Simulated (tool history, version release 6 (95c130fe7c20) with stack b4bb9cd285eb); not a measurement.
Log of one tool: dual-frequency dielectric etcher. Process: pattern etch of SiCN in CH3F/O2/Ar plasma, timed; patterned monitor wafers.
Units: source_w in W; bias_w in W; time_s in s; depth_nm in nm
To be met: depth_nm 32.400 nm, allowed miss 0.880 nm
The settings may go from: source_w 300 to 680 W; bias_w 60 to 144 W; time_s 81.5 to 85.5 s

{"run": 1, "hour": 0.0, "source_w": 490, "bias_w": 102, "time_s": 81.5, "depth_nm": 38.657}
{"run": 2, "hour": 1.4, "source_w": 540, "bias_w": 102, "time_s": 81.5, "depth_nm": 40.214}
{"run": 3, "hour": 8.8, "source_w": 540, "bias_w": 115, "time_s": 81.5, "depth_nm": 41.791}
{"run": 4, "hour": 10.0, "source_w": 480, "bias_w": 106, "time_s": 81.5, "depth_nm": 38.692}
{"run": 5, "hour": 13.0, "source_w": 480, "bias_w": 106, "time_s": 81.5, "depth_nm": 38.869}
{"run": 6, "hour": 16.6, "source_w": 440, "bias_w": 106, "time_s": 81.5, "depth_nm": 37.324}
{"run": 7, "hour": 21.8, "source_w": 410, "bias_w": 103, "time_s": 81.5, "depth_nm": 36.123}
{"run": 8, "hour": 24.0, "source_w": 380, "bias_w": 100, "time_s": 81.5, "depth_nm": 34.623}
{"run": 9, "hour": 28.9, "source_w": 360, "bias_w": 99, "time_s": 81.5, "depth_nm": 33.793}
{"run": 10, "hour": 30.2, "source_w": 310, "bias_w": 96, "time_s": 81.5, "depth_nm": 31.215}

Which of these 4 next moves meets every target?
{"run": "A", "hour": 31.5, "source_w": 300, "bias_w": 91, "time_s": 81.5, "depth_nm": "?"}
{"run": "B", "hour": 31.5, "source_w": 300, "bias_w": 87, "time_s": 81.5, "depth_nm": "?"}
{"run": "C", "hour": 31.5, "source_w": 360, "bias_w": 98, "time_s": 82.5, "depth_nm": "?"}
{"run": "D", "hour": 31.5, "source_w": 300, "bias_w": 95, "time_s": 85.5, "depth_nm": "?"}

move=A depth_nm=30.335
move=B depth_nm=29.907
move=C depth_nm=33.952
move=D depth_nm=32.267
A: further off than the last run
B: further off than the last run
C: takes the result that was furthest off past its target
D: meets every target
Answer: D

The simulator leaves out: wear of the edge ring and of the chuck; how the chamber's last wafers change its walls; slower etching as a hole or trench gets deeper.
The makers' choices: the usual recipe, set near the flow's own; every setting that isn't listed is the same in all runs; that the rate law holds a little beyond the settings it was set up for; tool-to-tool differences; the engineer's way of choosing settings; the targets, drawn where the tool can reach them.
